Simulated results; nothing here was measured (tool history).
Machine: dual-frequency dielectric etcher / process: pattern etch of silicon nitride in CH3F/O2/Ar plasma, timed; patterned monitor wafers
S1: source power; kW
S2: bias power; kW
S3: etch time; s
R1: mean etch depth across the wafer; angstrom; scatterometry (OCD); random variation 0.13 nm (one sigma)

run    day    S1     S2    S3      R1
  1      0   0.5   0.09  55.5  404.39
  2  0.196   0.5   0.09  57.5  418.26
  3   0.45  0.51   0.09  57.5  419.82
  4  0.708  0.51  0.078  57.5  392.74
  5  0.742  0.55  0.078  57.5  401.88
  6  0.983  0.55  0.091  57.5  434.96

Run 7 is up next; what results do you expect?
  7  1.15  0.56  0.091  57.5   ?

For run 7 the tool returned R1 438.95 angstrom.

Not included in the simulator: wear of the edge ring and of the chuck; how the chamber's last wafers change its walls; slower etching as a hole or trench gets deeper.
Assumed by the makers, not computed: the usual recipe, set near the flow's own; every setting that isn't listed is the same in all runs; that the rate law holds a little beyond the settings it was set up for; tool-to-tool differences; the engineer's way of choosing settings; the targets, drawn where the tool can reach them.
